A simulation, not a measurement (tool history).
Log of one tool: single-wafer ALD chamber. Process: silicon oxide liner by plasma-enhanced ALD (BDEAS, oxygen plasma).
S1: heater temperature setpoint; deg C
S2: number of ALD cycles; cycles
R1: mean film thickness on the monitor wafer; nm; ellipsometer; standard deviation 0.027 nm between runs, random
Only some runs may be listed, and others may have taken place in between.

| run | hour | S1 | S2 | R1 |
|---|---|---|---|---|
| 1 | 0 | 320 | 66 | 6.2533 |
| 2 | 2.3 | 320 | 56 | 5.3056 |
| 3 | 4.7 | 320 | 59 | 5.5859 |
| 4 | 6.7 | 320 | 62 | 5.8717 |
| 5 | 14.9 | 320 | 64 | 6.0645 |
| 6 | 21.2 | 320 | 66 | 6.2065 |
| 7 | 24.3 | 320 | 68 | 6.4651 |
| 8 | 29 | 320 | 69 | 6.5799 |
| 9 | 30.8 | 320 | 70 | 6.6484 |
| 10 | 35.2 | 320 | 71 | 6.7317 |
| 11 | 43.1 | 320 | 72 | 6.775 |
| 12 | 48.3 | 320 | 73 | 6.94 |

Run 13 has not been measured yet. What should we expect?
| 13 | 53.5 | 320 | 74 | ? |

R1: 7.018 nm

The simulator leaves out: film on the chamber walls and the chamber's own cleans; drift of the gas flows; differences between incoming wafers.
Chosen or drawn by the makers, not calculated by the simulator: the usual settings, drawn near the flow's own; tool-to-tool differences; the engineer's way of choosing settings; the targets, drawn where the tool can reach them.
